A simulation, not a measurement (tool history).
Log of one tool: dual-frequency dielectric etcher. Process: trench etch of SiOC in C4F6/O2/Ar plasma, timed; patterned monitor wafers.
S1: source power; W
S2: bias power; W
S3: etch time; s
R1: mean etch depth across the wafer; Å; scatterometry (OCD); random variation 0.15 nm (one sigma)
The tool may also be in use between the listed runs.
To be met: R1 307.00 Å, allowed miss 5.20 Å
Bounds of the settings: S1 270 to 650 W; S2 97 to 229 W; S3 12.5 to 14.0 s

run 1 day=0.000 | S1=460 S2=163 S3=14.0 | R1=269.43
run 2 day=0.133 | S1=540 S2=163 S3=14.0 | R1=289.87
run 3 day=0.475 | S1=490 S2=163 S3=14.0 | R1=277.13
run 4 day=0.562 | S1=530 S2=165 S3=14.0 | R1=287.51
run 5 day=0.779 | S1=530 S2=165 S3=12.5 | R1=258.05
run 6 day=0.938 | S1=560 S2=182 S3=12.5 | R1=272.55
run 7 day=1.262 | S1=560 S2=182 S3=12.5 | R1=271.02
run 8 day=1.338 | S1=590 S2=187 S3=13.0 | R1=292.61
run 9 day=1.462 | S1=610 S2=188 S3=13.0 | R1=295.94

4 next moves are on the table. One of them brings every result within its allowed miss. Which?
run A day=1.588 | S1=610 S2=183 S3=13.0 | R1=?
run B day=1.588 | S1=570 S2=193 S3=13.0 | R1=?
run C day=1.588 | S1=650 S2=193 S3=13.0 | R1=?
run D day=1.588 | S1=590 S2=179 S3=13.0 | R1=?

move=A R1=290.31
move=B R1=288.30
move=C R1=303.08
move=D R1=284.41
A: further off than the last run
B: further off than the last run
C: meets every target
D: further off than the last run
Answer: C

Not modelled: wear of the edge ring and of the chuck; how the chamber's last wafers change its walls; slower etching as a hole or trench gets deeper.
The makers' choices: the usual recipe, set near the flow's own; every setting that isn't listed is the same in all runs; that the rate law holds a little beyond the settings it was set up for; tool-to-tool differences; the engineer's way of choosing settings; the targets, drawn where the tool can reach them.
